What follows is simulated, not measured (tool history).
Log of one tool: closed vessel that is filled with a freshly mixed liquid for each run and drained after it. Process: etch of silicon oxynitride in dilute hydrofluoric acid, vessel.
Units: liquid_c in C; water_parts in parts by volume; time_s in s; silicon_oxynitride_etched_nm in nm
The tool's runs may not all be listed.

run	hour	liquid_c	water_parts	time_s	silicon_oxynitride_etched_nm
1	0.0	20	80	865	14.2600
2	9.5	17	80	865	12.2580
3	17.6	17	85	865	11.5490
4	26.4	17	90	865	10.8280
5	31.5	17	90	865	10.9100
6	40.5	17	95	865	10.3140
7	47.8	17	100	865	9.7158
8	53.1	17	105	865	9.2415

Run 9 comes next. What will it give?
9	62.0	17	115	865	?

Run 9 gave silicon_oxynitride_etched_nm 8.3504 nm.
